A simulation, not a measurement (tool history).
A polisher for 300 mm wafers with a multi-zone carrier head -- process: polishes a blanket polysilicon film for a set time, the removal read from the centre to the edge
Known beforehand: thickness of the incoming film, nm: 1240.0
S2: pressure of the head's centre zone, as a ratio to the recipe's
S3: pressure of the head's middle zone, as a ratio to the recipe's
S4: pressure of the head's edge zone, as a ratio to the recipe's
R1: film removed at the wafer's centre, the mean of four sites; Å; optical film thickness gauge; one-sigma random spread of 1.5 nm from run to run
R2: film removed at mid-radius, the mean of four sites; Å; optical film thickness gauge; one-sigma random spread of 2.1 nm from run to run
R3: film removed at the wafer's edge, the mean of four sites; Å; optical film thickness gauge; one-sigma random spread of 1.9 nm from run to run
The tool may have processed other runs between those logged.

run 1 hour=0 | flow_of_slurry_(ml/min)=240 S2=1 S3=1 S4=1 polishing_time_(s)=33 | R1=2825.6 R2=2913.6 R3=2805
run 2 hour=6 | flow_of_slurry_(ml/min)=235 S2=0.99 S3=1.02 S4=0.95 polishing_time_(s)=27 | R1=2285.2 R2=2415.5 R3=2226.8
run 3 hour=10.9 | flow_of_slurry_(ml/min)=235 S2=1.03 S3=1.02 S4=0.95 polishing_time_(s)=27 | R1=2338.1 R2=2371.3 R3=2207.9
run 4 hour=14.4 | flow_of_slurry_(ml/min)=260 S2=1.03 S3=1.02 S4=0.95 polishing_time_(s)=27 | R1=2387.7 R2=2410 R3=2222.1
run 5 hour=21 | flow_of_slurry_(ml/min)=265 S2=1.01 S3=1.03 S4=0.92 polishing_time_(s)=23 | R1=1994.3 R2=2035 R3=1863.6
run 6 hour=25 | flow_of_slurry_(ml/min)=265 S2=0.99 S3=1.05 S4=0.89 polishing_time_(s)=22 | R1=1908.7 R2=2056.5 R3=1751.3
run 7 hour=29 | flow_of_slurry_(ml/min)=265 S2=0.97 S3=1.04 S4=0.87 polishing_time_(s)=21 | R1=1765.7 R2=1934.9 R3=1616.3

Predict the results of run 8:
run 8 hour=37.9 | flow_of_slurry_(ml/min)=265 S2=0.97 S3=1.04 S4=0.87 polishing_time_(s)=21 | R1=? R2=? R3=?

Run 8 gave R1 1747.2 Å, R2 1961.2 Å, R3 1665.9 Å.
